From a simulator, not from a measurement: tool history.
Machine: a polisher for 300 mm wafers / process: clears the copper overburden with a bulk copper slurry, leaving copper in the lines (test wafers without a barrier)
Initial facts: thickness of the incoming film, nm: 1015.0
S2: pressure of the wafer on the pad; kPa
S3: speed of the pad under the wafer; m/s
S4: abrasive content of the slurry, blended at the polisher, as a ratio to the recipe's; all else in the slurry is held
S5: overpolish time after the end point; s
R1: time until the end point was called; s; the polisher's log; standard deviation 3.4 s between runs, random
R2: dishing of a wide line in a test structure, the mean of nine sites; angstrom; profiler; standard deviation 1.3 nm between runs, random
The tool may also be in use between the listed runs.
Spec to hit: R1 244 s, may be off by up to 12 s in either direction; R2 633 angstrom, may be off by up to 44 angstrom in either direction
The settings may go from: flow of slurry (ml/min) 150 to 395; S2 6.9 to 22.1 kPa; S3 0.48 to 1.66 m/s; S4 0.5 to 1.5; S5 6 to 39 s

run 1 hour=0 | flow_of_slurry_(ml/min)=250 S2=14.5 S3=1.06 S4=1 S5=20 | R1=140.39 R2=661.27
run 2 hour=5.8 | flow_of_slurry_(ml/min)=250 S2=14.5 S3=1.3 S4=1 S5=20 | R1=109.41 R2=738.22
run 3 hour=13.1 | flow_of_slurry_(ml/min)=250 S2=14.5 S3=1.3 S4=1 S5=23 | R1=113.49 R2=766.65
run 4 hour=15.8 | flow_of_slurry_(ml/min)=250 S2=14.5 S3=1.3 S4=1 S5=16 | R1=114.75 R2=652.04
run 5 hour=19.3 | flow_of_slurry_(ml/min)=250 S2=14.5 S3=1.3 S4=1 S5=24 | R1=110.93 R2=757.49
run 6 hour=21.3 | flow_of_slurry_(ml/min)=250 S2=14.5 S3=1.3 S4=1 S5=17 | R1=111.47 R2=689.67
run 7 hour=25.1 | flow_of_slurry_(ml/min)=250 S2=13.8 S3=1.28 S4=1 S5=19 | R1=121.05 R2=698.9
run 8 hour=28 | flow_of_slurry_(ml/min)=250 S2=13.1 S3=1.26 S4=1 S5=19 | R1=130.01 R2=697.45

Next run, 4 choices. One meets every target within its allowed miss, the rest don't. Which?
run A hour=30.9 | flow_of_slurry_(ml/min)=260 S2=9.7 S3=1.22 S4=1.1 S5=36 | R1=? R2=?
run B hour=30.9 | flow_of_slurry_(ml/min)=285 S2=6.9 S3=1.2 S4=1.1 S5=39 | R1=? R2=?
run C hour=30.9 | flow_of_slurry_(ml/min)=295 S2=20.7 S3=1.66 S4=1.05 S5=14 | R1=? R2=?
run D hour=30.9 | flow_of_slurry_(ml/min)=190 S2=11 S3=1.18 S4=0.9 S5=30 | R1=? R2=?

move=A R1=173.6 R2=710.35
move=B R1=240.65 R2=616.23
move=C R1=61.399 R2=846.34
move=D R1=171.27 R2=700.88
A: moves toward the targets from the last run without getting all of them in spec
B: meets every target
C: lands further from the targets than the last run did
D: moves toward the targets from the last run without getting all of them in spec
B is the move that brings every result within its allowed miss.

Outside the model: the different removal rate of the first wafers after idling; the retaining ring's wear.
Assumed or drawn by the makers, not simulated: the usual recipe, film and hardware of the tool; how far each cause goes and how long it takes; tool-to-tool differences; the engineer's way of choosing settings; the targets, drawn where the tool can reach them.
